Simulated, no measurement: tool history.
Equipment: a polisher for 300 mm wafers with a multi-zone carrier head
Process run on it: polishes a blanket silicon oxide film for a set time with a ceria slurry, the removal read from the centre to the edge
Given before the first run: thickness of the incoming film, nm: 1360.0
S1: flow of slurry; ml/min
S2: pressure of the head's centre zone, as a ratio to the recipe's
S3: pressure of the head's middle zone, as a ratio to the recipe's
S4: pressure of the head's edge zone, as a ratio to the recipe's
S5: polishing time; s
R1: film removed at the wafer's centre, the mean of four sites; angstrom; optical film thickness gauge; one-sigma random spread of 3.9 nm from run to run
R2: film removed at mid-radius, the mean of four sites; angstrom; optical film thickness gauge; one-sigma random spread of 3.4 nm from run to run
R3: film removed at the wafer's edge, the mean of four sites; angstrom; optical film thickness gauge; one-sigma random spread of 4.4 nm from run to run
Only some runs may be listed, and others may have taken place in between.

{"run": 1, "day": 0.0, "S1": 155, "S2": 1, "S3": 1, "S4": 1, "S5": 59, "R1": 4240.4, "R2": 4146.3, "R3": 4194.4}
{"run": 2, "day": 0.05, "S1": 150, "S2": 1, "S3": 0.97, "S4": 0.98, "S5": 58, "R1": 4161.3, "R2": 4020.7, "R3": 4173.7}
{"run": 3, "day": 0.308, "S1": 185, "S2": 1, "S3": 0.97, "S4": 0.98, "S5": 58, "R1": 4287.7, "R2": 4097.8, "R3": 4220.5}
{"run": 4, "day": 0.433, "S1": 180, "S2": 1.01, "S3": 0.95, "S4": 0.97, "S5": 56, "R1": 4153.8, "R2": 3985.4, "R3": 4031}
{"run": 5, "day": 0.758, "S1": 175, "S2": 1.02, "S3": 0.92, "S4": 0.98, "S5": 55, "R1": 4115, "R2": 3757.9, "R3": 4006.6}
{"run": 6, "day": 1.075, "S1": 170, "S2": 1.03, "S3": 0.91, "S4": 0.97, "S5": 54, "R1": 4030.3, "R2": 3655.5, "R3": 3897.2}
{"run": 7, "day": 1.312, "S1": 165, "S2": 1.04, "S3": 0.9, "S4": 0.96, "S5": 54, "R1": 4089.3, "R2": 3662.5, "R3": 3865.5}
{"run": 8, "day": 1.45, "S1": 160, "S2": 1.04, "S3": 0.88, "S4": 0.96, "S5": 54, "R1": 3983.6, "R2": 3519.8, "R3": 3898.1}

Estimate the outcome of run 9 from the log above:
{"run": 9, "day": 1.646, "S1": 160, "S2": 1.05, "S3": 0.87, "S4": 0.95, "S5": 54, "R1": "?", "R2": "?", "R3": "?"}

For run 9 the tool returned R1 4065.5 angstrom, R2 3546.3 angstrom, R3 3786.9 angstrom.
